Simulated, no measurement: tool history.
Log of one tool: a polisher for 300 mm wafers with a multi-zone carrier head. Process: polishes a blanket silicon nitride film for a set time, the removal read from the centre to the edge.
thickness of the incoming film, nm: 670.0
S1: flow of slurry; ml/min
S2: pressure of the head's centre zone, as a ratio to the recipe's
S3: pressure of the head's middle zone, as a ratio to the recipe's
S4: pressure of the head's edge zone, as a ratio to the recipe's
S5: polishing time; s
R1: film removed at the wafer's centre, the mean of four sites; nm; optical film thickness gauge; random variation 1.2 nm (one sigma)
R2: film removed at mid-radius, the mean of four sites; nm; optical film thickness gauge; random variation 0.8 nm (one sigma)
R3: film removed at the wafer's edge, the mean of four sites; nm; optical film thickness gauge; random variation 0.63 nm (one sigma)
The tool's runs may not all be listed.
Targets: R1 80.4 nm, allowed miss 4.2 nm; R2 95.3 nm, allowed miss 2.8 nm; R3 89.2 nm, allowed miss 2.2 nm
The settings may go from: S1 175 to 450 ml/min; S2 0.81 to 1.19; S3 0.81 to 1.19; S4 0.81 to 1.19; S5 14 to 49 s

run	hour	S1	S2	S3	S4	S5	R1	R2	R3
1	0	290	1	1	1	31	68.845	67.397	67.509
2	2.9	220	1	1	1	31	66.144	65.327	66.531
3	6.2	230	0.99	1.05	1.04	33	70.105	73.215	72.002
4	12.3	240	0.98	1.08	1.08	34	73.646	77.213	77.217
5	14.2	240	0.98	1.04	1.08	34	71.227	74.538	76.046
6	17.1	240	0.98	1.04	1.13	34	71.667	75.215	78.238
7	20.6	260	0.97	1.08	1.13	35	73.776	81.102	80.482
8	29	265	0.97	1.1	1.14	36	75.838	83.159	84.526
9	33.7	265	0.96	1.13	1.12	37	76.06	88.804	85.936
10	35.3	270	0.97	1.15	1.13	37	76.504	89.114	85.674
11	43.2	270	0.97	1.15	1.13	37	77.43	90.291	84.679
12	44	275	0.97	1.16	1.14	37	76.763	90.214	85.093
13	51.2	275	0.97	1.17	1.15	37	78.613	91.714	85.185
14	52.6	275	0.97	1.17	1.16	37	80.517	91.141	87.088
15	54.8	280	0.97	1.18	1.16	37	79.141	92.095	86.556
16	56.7	285	0.97	1.18	1.16	37	78.873	91.046	86.721

4 next moves are on the table. One of them brings every result within its allowed miss. Which?
A	58.6	265	0.97	1.19	1.17	38	?	?	?
B	58.6	325	0.91	1.11	1.19	40	?	?	?
C	58.6	310	1.07	1.18	1.14	40	?	?	?
D	58.6	310	1	1.14	1.17	36	?	?	?

move	R1	R2	R3
A	79.389	94.633	89.52
B	79.892	95.558	96.503
C	93.695	100.25	93.998
D	78.747	87.609	85.79
A: meets every target
B: brings the result that was furthest off to its target, and leaves another outside
C: takes the result that was furthest off past its target
D: further off than the last run
Answer: A

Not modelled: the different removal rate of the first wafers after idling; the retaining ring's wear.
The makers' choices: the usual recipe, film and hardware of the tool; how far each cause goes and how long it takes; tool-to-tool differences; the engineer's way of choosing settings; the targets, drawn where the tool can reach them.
